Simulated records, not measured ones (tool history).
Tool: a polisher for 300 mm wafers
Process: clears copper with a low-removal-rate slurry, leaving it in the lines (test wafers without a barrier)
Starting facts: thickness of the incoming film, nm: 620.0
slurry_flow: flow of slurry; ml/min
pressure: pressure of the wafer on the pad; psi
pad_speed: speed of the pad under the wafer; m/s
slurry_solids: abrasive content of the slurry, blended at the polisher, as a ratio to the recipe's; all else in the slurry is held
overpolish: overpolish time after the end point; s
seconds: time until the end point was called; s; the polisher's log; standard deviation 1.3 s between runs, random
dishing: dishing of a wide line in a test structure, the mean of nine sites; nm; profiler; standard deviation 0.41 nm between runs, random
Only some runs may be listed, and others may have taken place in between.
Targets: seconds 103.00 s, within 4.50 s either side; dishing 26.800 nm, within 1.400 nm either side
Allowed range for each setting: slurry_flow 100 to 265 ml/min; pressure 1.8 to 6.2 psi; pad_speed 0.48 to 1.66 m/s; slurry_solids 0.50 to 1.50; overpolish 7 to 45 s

Run 1, hour 0.0: slurry_flow 170 ml/min, pressure 4.0 psi, pad_speed 1.06 m/s, slurry_solids 1.00, overpolish 23 s. Result: seconds 125.30 s, dishing 26.101 nm.
Run 2, hour 3.8: slurry_flow 170 ml/min, pressure 3.2 psi, pad_speed 1.06 m/s, slurry_solids 1.00, overpolish 23 s. Result: seconds 154.00 s, dishing 25.081 nm.
Run 3, hour 4.4: slurry_flow 170 ml/min, pressure 4.1 psi, pad_speed 1.06 m/s, slurry_solids 1.00, overpolish 23 s. Result: seconds 120.15 s, dishing 26.281 nm.
Run 4, hour 8.1: slurry_flow 170 ml/min, pressure 4.1 psi, pad_speed 1.06 m/s, slurry_solids 1.00, overpolish 19 s. Result: seconds 122.05 s, dishing 25.510 nm.
Run 5, hour 14.0: slurry_flow 170 ml/min, pressure 4.1 psi, pad_speed 1.06 m/s, slurry_solids 1.00, overpolish 28 s. Result: seconds 120.15 s, dishing 26.362 nm.
Run 6, hour 17.7: slurry_flow 170 ml/min, pressure 4.2 psi, pad_speed 1.06 m/s, slurry_solids 1.00, overpolish 28 s. Result: seconds 116.33 s, dishing 27.189 nm.
Run 7, hour 24.3: slurry_flow 170 ml/min, pressure 4.3 psi, pad_speed 1.06 m/s, slurry_solids 1.00, overpolish 27 s. Result: seconds 114.97 s, dishing 26.931 nm.
Run 8, hour 31.9: slurry_flow 170 ml/min, pressure 4.4 psi, pad_speed 1.06 m/s, slurry_solids 1.00, overpolish 26 s. Result: seconds 111.88 s, dishing 27.019 nm.
Run 9, hour 36.2: slurry_flow 170 ml/min, pressure 4.4 psi, pad_speed 1.06 m/s, slurry_solids 1.00, overpolish 26 s. Result: seconds 113.08 s, dishing 26.597 nm.
Run 10, hour 42.7: slurry_flow 170 ml/min, pressure 4.5 psi, pad_speed 1.06 m/s, slurry_solids 1.00, overpolish 26 s. Result: seconds 110.82 s, dishing 27.137 nm.
Run 11, hour 50.7: slurry_flow 170 ml/min, pressure 4.6 psi, pad_speed 1.06 m/s, slurry_solids 1.00, overpolish 25 s. Result: seconds 105.88 s, dishing 26.983 nm.
Run 12, hour 57.3: slurry_flow 170 ml/min, pressure 4.6 psi, pad_speed 1.06 m/s, slurry_solids 1.00, overpolish 24 s. Result: seconds 108.69 s, dishing 26.534 nm.

Which single option among these 4 for the next run brings every result within its allowed miss of target? Just one does.
Run A, hour 63.9: slurry_flow 145 ml/min, pressure 4.2 psi, pad_speed 1.06 m/s, slurry_solids 1.20, overpolish 25 s. Result: seconds ?, dishing ?.
Run B, hour 63.9: slurry_flow 140 ml/min, pressure 4.3 psi, pad_speed 1.06 m/s, slurry_solids 0.85, overpolish 29 s. Result: seconds ?, dishing ?.
Run C, hour 63.9: slurry_flow 180 ml/min, pressure 3.8 psi, pad_speed 1.22 m/s, slurry_solids 0.90, overpolish 44 s. Result: seconds ?, dishing ?.
Run D, hour 63.9: slurry_flow 175 ml/min, pressure 5.4 psi, pad_speed 0.94 m/s, slurry_solids 1.15, overpolish 23 s. Result: seconds ?, dishing ?.

move  seconds  dishing
   A   118.30   26.640
   B   122.15   26.862
   C   114.03   27.028
   D   101.26   26.989
A: further off than the last run
B: further off than the last run
C: further off than the last run
D: every result lands within tolerance
D meets every target.
